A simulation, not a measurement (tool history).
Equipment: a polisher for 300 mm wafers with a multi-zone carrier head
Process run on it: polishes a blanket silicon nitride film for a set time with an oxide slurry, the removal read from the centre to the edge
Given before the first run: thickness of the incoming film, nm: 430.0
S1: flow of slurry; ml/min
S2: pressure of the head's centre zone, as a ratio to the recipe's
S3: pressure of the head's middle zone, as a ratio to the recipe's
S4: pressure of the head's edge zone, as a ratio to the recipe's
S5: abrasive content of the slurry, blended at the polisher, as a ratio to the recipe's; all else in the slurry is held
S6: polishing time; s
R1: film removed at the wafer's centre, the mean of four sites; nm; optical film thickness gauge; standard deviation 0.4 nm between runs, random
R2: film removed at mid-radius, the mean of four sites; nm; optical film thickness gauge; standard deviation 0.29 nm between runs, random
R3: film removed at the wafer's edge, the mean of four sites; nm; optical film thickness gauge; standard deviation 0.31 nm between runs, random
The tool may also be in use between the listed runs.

{"run": 1, "hour": 0.0, "S1": 245, "S2": 1.0, "S3": 1.0, "S4": 1.0, "S5": 1.0, "S6": 49, "R1": 40.392, "R2": 41.036, "R3": 41.051}
{"run": 2, "hour": 6.2, "S1": 215, "S2": 1.0, "S3": 1.0, "S4": 1.0, "S5": 1.0, "S6": 49, "R1": 39.625, "R2": 40.351, "R3": 41.075}
{"run": 3, "hour": 9.5, "S1": 230, "S2": 1.02, "S3": 1.01, "S4": 0.98, "S5": 0.9, "S6": 47, "R1": 36.674, "R2": 37.62, "R3": 36.935}
{"run": 4, "hour": 15.2, "S1": 230, "S2": 1.07, "S3": 1.01, "S4": 0.98, "S5": 0.9, "S6": 47, "R1": 38.718, "R2": 37.057, "R3": 35.957}
{"run": 5, "hour": 24.1, "S1": 230, "S2": 1.11, "S3": 1.01, "S4": 0.98, "S5": 0.9, "S6": 47, "R1": 39.867, "R2": 37.167, "R3": 36.942}
{"run": 6, "hour": 31.7, "S1": 230, "S2": 1.11, "S3": 1.01, "S4": 0.98, "S5": 0.9, "S6": 36, "R1": 30.837, "R2": 28.702, "R3": 28.644}
{"run": 7, "hour": 38.2, "S1": 230, "S2": 1.11, "S3": 1.02, "S4": 0.95, "S5": 0.85, "S6": 36, "R1": 30.456, "R2": 27.931, "R3": 27.138}
{"run": 8, "hour": 44.7, "S1": 230, "S2": 1.1, "S3": 1.03, "S4": 0.93, "S5": 0.85, "S6": 36, "R1": 29.248, "R2": 28.104, "R3": 27.101}

What does the tool deliver on the next run?
{"run": 9, "hour": 50.6, "S1": 235, "S2": 1.19, "S3": 1.1, "S4": 0.83, "S5": 0.65, "S6": 36, "R1": "?", "R2": "?", "R3": "?"}

Run 9 came out at R1 27.177 nm, R2 25.219 nm, R3 21.445 nm.
